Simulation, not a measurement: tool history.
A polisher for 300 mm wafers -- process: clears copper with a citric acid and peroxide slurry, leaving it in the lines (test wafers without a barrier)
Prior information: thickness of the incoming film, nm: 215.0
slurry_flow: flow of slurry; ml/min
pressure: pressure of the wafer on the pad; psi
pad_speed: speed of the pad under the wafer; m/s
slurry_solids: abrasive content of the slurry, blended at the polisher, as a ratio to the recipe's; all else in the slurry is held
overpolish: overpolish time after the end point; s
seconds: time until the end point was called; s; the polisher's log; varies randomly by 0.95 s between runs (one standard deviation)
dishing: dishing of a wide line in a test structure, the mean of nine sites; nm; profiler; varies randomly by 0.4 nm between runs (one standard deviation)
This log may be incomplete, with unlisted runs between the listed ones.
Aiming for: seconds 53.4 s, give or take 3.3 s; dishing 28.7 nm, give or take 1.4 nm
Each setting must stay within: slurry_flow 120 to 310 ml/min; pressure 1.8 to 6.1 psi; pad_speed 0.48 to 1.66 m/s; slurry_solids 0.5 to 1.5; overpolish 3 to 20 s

run 1 hour=0 | slurry_flow=200 pressure=3.9 pad_speed=1.06 slurry_solids=1 overpolish=10 | seconds=71.123 dishing=19.019
run 2 hour=6.9 | slurry_flow=200 pressure=3.9 pad_speed=1.06 slurry_solids=0.85 overpolish=10 | seconds=76.3 dishing=17.877
run 3 hour=9.9 | slurry_flow=200 pressure=3.9 pad_speed=1.06 slurry_solids=0.85 overpolish=8 | seconds=74.089 dishing=14.887
run 4 hour=18.8 | slurry_flow=200 pressure=4.2 pad_speed=1.06 slurry_solids=0.85 overpolish=9 | seconds=71.424 dishing=17.693
run 5 hour=27.4 | slurry_flow=200 pressure=4.2 pad_speed=1.06 slurry_solids=1.05 overpolish=9 | seconds=65.856 dishing=18.691
run 6 hour=30.9 | slurry_flow=200 pressure=4.4 pad_speed=1.06 slurry_solids=1.05 overpolish=10 | seconds=62.313 dishing=21.1
run 7 hour=39.4 | slurry_flow=200 pressure=4.6 pad_speed=1.06 slurry_solids=1.05 overpolish=10 | seconds=59.704 dishing=22.352
run 8 hour=45.3 | slurry_flow=200 pressure=4.7 pad_speed=1.06 slurry_solids=1.05 overpolish=10 | seconds=60.06 dishing=22.498
run 9 hour=51.7 | slurry_flow=200 pressure=4.9 pad_speed=1.06 slurry_solids=1.05 overpolish=10 | seconds=57.073 dishing=23.063
run 10 hour=52.5 | slurry_flow=200 pressure=5 pad_speed=1.06 slurry_solids=1.05 overpolish=10 | seconds=56.635 dishing=23.748
run 11 hour=57.3 | slurry_flow=200 pressure=5.1 pad_speed=1.06 slurry_solids=1.05 overpolish=10 | seconds=54.444 dishing=24.371
run 12 hour=58.9 | slurry_flow=200 pressure=5.2 pad_speed=1.06 slurry_solids=1.05 overpolish=11 | seconds=51.817 dishing=26.475
run 13 hour=67.7 | slurry_flow=200 pressure=5.1 pad_speed=1.06 slurry_solids=1.05 overpolish=11 | seconds=54.087 dishing=26.294

Next run, 5 choices. One meets every target within its allowed miss, the rest don't. Which?
run A hour=76.5 | slurry_flow=160 pressure=5 pad_speed=1.18 slurry_solids=1.05 overpolish=13 | seconds=? dishing=?
run B hour=76.5 | slurry_flow=180 pressure=5.4 pad_speed=1.12 slurry_solids=1.1 overpolish=11 | seconds=? dishing=?
run C hour=76.5 | slurry_flow=225 pressure=5.3 pad_speed=1.12 slurry_solids=1.25 overpolish=9 | seconds=? dishing=?
run D hour=76.5 | slurry_flow=195 pressure=6 pad_speed=0.9 slurry_solids=1.15 overpolish=12 | seconds=? dishing=?
run E hour=76.5 | slurry_flow=280 pressure=5.8 pad_speed=0.88 slurry_solids=1.05 overpolish=11 | seconds=? dishing=?

move=A seconds=51.077 dishing=31.758
move=B seconds=48.547 dishing=28.963
move=C seconds=46.552 dishing=25.34
move=D seconds=53.032 dishing=29.031
move=E seconds=55.784 dishing=25.839
A: moves the result that the last run missed by most past its target, out the other side
B: brings the result that was furthest off to its target, and leaves another outside
C: moves away from the targets compared with the last run
D: meets every target
E: moves away from the targets compared with the last run
Correct choice: D, which meets every target
